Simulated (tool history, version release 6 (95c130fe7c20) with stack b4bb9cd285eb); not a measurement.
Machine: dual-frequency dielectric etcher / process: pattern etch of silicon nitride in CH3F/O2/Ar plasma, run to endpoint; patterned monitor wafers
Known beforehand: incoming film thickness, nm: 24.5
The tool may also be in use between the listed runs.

{"run": 1, "hour": 0.0, "source power (W)": 370, "bias power (W)": 79, "endpoint time (s)": 36.887}
{"run": 2, "hour": 7.6, "source power (W)": 410, "bias power (W)": 79, "endpoint time (s)": 35.807}
{"run": 3, "hour": 15.1, "source power (W)": 390, "bias power (W)": 75, "endpoint time (s)": 37.503}
{"run": 4, "hour": 21.4, "source power (W)": 380, "bias power (W)": 73, "endpoint time (s)": 37.656}
{"run": 5, "hour": 24.5, "source power (W)": 380, "bias power (W)": 61, "endpoint time (s)": 40.847}
{"run": 6, "hour": 32.4, "source power (W)": 380, "bias power (W)": 68, "endpoint time (s)": 38.474}

Run 7, settings as shown, results not yet in. Your forecast:
{"run": 7, "hour": 35.1, "source power (W)": 360, "bias power (W)": 65, "endpoint time (s)": "?"}

{"run 7": {"endpoint time (s)": 40.888}}
